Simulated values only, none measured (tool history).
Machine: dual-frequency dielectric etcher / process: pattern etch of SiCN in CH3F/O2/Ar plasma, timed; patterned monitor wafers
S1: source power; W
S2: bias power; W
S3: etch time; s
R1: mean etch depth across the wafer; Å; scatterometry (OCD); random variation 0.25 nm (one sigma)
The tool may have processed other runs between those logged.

run,hour,S1,S2,S3,R1
1,0.0,450,67,125.0,501.96
2,4.1,450,67,130.5,520.06
3,12.6,400,67,130.5,499.83
4,18.4,370,66,130.5,480.22
# hour 26.6: source power generator calibrated
5,26.6,350,66,130.5,472.34
6,32.8,350,76,130.5,510.36

Predict the results of run 7:
7,41.2,270,67,130.0,?

{"run 7": {"R1": 424.77}}
